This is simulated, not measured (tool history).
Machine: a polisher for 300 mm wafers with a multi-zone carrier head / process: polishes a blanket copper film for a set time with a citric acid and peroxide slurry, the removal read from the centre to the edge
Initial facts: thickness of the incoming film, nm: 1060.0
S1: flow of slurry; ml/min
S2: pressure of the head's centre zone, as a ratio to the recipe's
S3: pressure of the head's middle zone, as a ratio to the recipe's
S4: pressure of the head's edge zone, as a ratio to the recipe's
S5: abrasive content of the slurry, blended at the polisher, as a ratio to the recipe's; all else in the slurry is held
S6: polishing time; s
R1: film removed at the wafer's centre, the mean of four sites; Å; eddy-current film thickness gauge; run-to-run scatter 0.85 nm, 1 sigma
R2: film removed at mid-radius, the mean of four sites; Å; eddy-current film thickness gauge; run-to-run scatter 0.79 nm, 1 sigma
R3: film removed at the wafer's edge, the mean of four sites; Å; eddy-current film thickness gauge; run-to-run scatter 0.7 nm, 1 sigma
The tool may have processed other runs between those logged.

run  hour   S1    S2    S3    S4    S5  S6      R1      R2      R3
  1   0.0  155  1.00  1.00  1.00  1.00  30  856.47  858.73  868.10
  2   5.9  150  0.99  0.99  0.97  0.85  29  790.71  778.00  792.14
  3   6.8  150  0.99  0.99  1.04  0.85  29  807.14  780.63  811.68
  4   8.1  145  0.98  1.00  1.01  0.75  28  714.27  730.46  739.55
  5  12.8  145  0.98  1.07  1.01  0.75  28  724.16  767.95  733.34
  6  16.9  145  0.98  1.07  1.01  0.75  33  845.47  896.25  887.28
  7  21.4  145  0.99  1.05  1.00  0.70  31  779.14  807.19  799.70
  8  28.9  140  1.00  1.04  0.98  0.65  30  731.59  751.03  746.68

Forecast run 9:
  9  32.7  135  1.01  1.04  0.95  0.60  30   ?   ?   ?

R1: 711.29 Å
R2: 716.89 Å
R3: 700.23 Å
